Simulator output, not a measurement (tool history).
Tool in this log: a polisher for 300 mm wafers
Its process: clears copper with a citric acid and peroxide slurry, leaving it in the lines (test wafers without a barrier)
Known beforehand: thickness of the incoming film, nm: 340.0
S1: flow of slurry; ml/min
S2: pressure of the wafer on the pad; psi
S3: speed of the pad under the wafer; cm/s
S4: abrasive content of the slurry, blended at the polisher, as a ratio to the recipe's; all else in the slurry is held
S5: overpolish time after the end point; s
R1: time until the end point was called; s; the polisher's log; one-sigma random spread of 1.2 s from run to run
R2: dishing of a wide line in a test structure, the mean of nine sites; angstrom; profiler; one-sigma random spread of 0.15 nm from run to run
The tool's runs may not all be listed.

Run 1, hour 0: S1 255 ml/min, S2 3.6 psi, S3 134 cm/s, S4 1, S5 12 s. Result: R1 108.01 s, R2 262.43 angstrom.
Run 2, hour 5.5: S1 305 ml/min, S2 3.6 psi, S3 134 cm/s, S4 1, S5 12 s. Result: R1 102.81 s, R2 265.6 angstrom.
Run 3, hour 8.9: S1 305 ml/min, S2 3.1 psi, S3 134 cm/s, S4 1, S5 12 s. Result: R1 118.25 s, R2 241.47 angstrom.
Run 4, hour 13.2: S1 325 ml/min, S2 3.4 psi, S3 128 cm/s, S4 1, S5 10 s. Result: R1 113.98 s, R2 210.3 angstrom.
Run 5, hour 15.7: S1 370 ml/min, S2 3.4 psi, S3 128 cm/s, S4 1, S5 10 s. Result: R1 112.47 s, R2 212.58 angstrom.
Run 6, hour 24: S1 375 ml/min, S2 3.6 psi, S3 124 cm/s, S4 1, S5 9 s. Result: R1 111.22 s, R2 198.5 angstrom.
Run 7, hour 28.5: S1 380 ml/min, S2 3.8 psi, S3 122 cm/s, S4 1, S5 8 s. Result: R1 109.81 s, R2 176.81 angstrom.
Run 8, hour 32.2: S1 380 ml/min, S2 4.1 psi, S3 120 cm/s, S4 1, S5 7 s. Result: R1 103.24 s, R2 166.08 angstrom.
Run 9, hour 33.5: S1 380 ml/min, S2 4.3 psi, S3 118 cm/s, S4 1, S5 6 s. Result: R1 103.2 s, R2 143.01 angstrom.
Run 10, hour 36.3: S1 380 ml/min, S2 4.5 psi, S3 118 cm/s, S4 1, S5 6 s. Result: R1 96.95 s, R2 150.43 angstrom.

Run 11 has not been measured yet. What should we expect?
Run 11, hour 44: S1 380 ml/min, S2 4.6 psi, S3 116 cm/s, S4 1, S5 6 s. Result: R1 ?, R2 ?.

Run 11 gave R1 98.506 s, R2 151.92 angstrom.

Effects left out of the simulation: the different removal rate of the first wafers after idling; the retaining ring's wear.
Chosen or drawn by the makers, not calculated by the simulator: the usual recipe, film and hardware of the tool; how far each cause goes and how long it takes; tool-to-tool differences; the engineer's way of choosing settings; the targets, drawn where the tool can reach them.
